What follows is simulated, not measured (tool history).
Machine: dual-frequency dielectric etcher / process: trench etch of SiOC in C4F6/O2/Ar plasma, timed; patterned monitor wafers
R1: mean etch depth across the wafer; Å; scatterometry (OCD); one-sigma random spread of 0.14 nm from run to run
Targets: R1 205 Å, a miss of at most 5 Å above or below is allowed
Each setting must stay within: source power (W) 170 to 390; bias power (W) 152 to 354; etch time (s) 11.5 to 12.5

{"run": 1, "day": 0.0, "source power (W)": 280, "bias power (W)": 253, "etch time (s)": 12.5, "R1": 274.43}
{"run": 2, "day": 0.229, "source power (W)": 280, "bias power (W)": 253, "etch time (s)": 11.5, "R1": 248.87}
{"run": 3, "day": 0.371, "source power (W)": 250, "bias power (W)": 239, "etch time (s)": 11.5, "R1": 231.57}
{"run": 4, "day": 0.433, "source power (W)": 250, "bias power (W)": 261, "etch time (s)": 11.5, "R1": 240.53}
{"run": 5, "day": 0.767, "source power (W)": 250, "bias power (W)": 261, "etch time (s)": 12.5, "R1": 260.3}
{"run": 6, "day": 1.104, "source power (W)": 230, "bias power (W)": 261, "etch time (s)": 12.5, "R1": 250.95}
{"run": 7, "day": 1.212, "source power (W)": 220, "bias power (W)": 245, "etch time (s)": 12.5, "R1": 241.07}
{"run": 8, "day": 1.462, "source power (W)": 210, "bias power (W)": 231, "etch time (s)": 12.5, "R1": 233.03}
{"run": 9, "day": 1.708, "source power (W)": 200, "bias power (W)": 219, "etch time (s)": 12.5, "R1": 225.42}
{"run": 10, "day": 1.742, "source power (W)": 190, "bias power (W)": 210, "etch time (s)": 12.5, "R1": 218.81}
{"run": 11, "day": 1.938, "source power (W)": 190, "bias power (W)": 204, "etch time (s)": 12.5, "R1": 211.75}
{"run": 12, "day": 2.246, "source power (W)": 190, "bias power (W)": 203, "etch time (s)": 12.5, "R1": 213.27}
{"run": 13, "day": 2.396, "source power (W)": 170, "bias power (W)": 190, "etch time (s)": 12.5, "R1": 199.08}
{"run": 14, "day": 2.729, "source power (W)": 170, "bias power (W)": 191, "etch time (s)": 12.5, "R1": 200.86}
{"run": 15, "day": 2.821, "source power (W)": 170, "bias power (W)": 192, "etch time (s)": 12.5, "R1": 201.23}

5 candidate next runs follow, results not yet known. Just one meets every target within its allowed miss. Identify it.
{"run": "A", "day": 2.912, "source power (W)": 170, "bias power (W)": 191, "etch time (s)": 12, "R1": "?"}
{"run": "B", "day": 2.912, "source power (W)": 170, "bias power (W)": 198, "etch time (s)": 12, "R1": "?"}
{"run": "C", "day": 2.912, "source power (W)": 230, "bias power (W)": 164, "etch time (s)": 12, "R1": "?"}
{"run": "D", "day": 2.912, "source power (W)": 170, "bias power (W)": 175, "etch time (s)": 12.5, "R1": "?"}
{"run": "E", "day": 2.912, "source power (W)": 170, "bias power (W)": 194, "etch time (s)": 12, "R1": "?"}

move=A R1=190.95
move=B R1=193.68
move=C R1=202.43
move=D R1=192.18
move=E R1=192.13
A: further off than the last run
B: further off than the last run
C: each result inside its tolerance
D: further off than the last run
E: further off than the last run
The move that meets every target is C.

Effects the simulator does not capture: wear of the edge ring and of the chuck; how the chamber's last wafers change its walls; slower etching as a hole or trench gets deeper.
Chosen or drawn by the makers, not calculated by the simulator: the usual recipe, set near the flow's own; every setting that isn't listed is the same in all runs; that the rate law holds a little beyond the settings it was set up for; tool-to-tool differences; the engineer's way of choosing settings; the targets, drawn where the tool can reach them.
